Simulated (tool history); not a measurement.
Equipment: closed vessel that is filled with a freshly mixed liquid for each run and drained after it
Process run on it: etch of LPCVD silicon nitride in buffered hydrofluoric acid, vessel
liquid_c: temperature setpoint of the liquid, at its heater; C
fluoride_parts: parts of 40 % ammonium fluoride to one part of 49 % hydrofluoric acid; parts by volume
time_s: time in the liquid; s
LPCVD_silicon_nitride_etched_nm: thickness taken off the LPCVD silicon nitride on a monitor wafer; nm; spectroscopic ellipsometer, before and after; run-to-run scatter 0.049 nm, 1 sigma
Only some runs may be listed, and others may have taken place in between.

run,hour,liquid_c,fluoride_parts,time_s,LPCVD_silicon_nitride_etched_nm
1,0,22,7.5,475,6.7809
2,5.4,22.5,7.5,475,6.9128
3,11.5,22.5,7.5,475,6.8769
4,15.1,22.5,5.5,475,9.2539
5,19,22.5,5.5,475,9.1962
6,23.4,22.5,5.5,505,9.7721

Forecast run 7:
7,26,22,5.5,505,?

Run 7 measured LPCVD_silicon_nitride_etched_nm 9.4858 nm.

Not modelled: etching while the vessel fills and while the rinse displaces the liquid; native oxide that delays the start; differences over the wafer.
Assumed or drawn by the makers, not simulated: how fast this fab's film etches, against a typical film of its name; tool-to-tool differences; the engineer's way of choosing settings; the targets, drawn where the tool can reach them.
